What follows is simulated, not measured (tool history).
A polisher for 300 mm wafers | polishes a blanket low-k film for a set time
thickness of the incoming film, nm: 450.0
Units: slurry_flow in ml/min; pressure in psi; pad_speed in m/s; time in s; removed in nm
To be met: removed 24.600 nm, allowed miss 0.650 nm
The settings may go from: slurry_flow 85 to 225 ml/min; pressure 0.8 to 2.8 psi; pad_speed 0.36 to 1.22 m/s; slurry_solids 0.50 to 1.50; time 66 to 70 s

| run | hour | slurry_flow | pressure | pad_speed | slurry_solids | time | removed |
|---|---|---|---|---|---|---|---|
| 1 | 0.0 | 145 | 1.8 | 0.78 | 1.00 | 66 | 20.596 |
| 2 | 2.2 | 150 | 1.8 | 0.78 | 1.00 | 66 | 20.675 |
| 3 | 7.2 | 150 | 2.0 | 0.78 | 1.00 | 66 | 22.719 |
| 4 | 11.2 | 150 | 2.0 | 0.96 | 1.00 | 66 | 26.809 |
| 5 | 19.3 | 150 | 2.0 | 1.12 | 1.00 | 66 | 30.306 |
| 6 | 27.0 | 150 | 2.0 | 1.12 | 1.20 | 66 | 33.585 |
| 7 | 32.3 | 145 | 1.9 | 1.12 | 1.20 | 66 | 31.519 |
| 8 | 34.8 | 140 | 1.9 | 1.12 | 1.20 | 66 | 31.127 |

4 next moves are on the table. One of them brings every result within its allowed miss. Which?
| A | 37.3 | 150 | 1.6 | 1.02 | 0.90 | 70 | ? |
| B | 37.3 | 165 | 1.3 | 1.06 | 1.25 | 70 | ? |
| C | 37.3 | 120 | 1.6 | 1.08 | 1.15 | 66 | ? |
| D | 37.3 | 95 | 1.8 | 0.90 | 1.40 | 68 | ? |

| move | removed |
|---|---|
| A | 22.633 |
| B | 23.091 |
| C | 24.776 |
| D | 26.033 |
A: takes the result that was furthest off past its target
B: takes the result that was furthest off past its target
C: meets every target
D: nearer than the last run, and not there yet
Answer: C
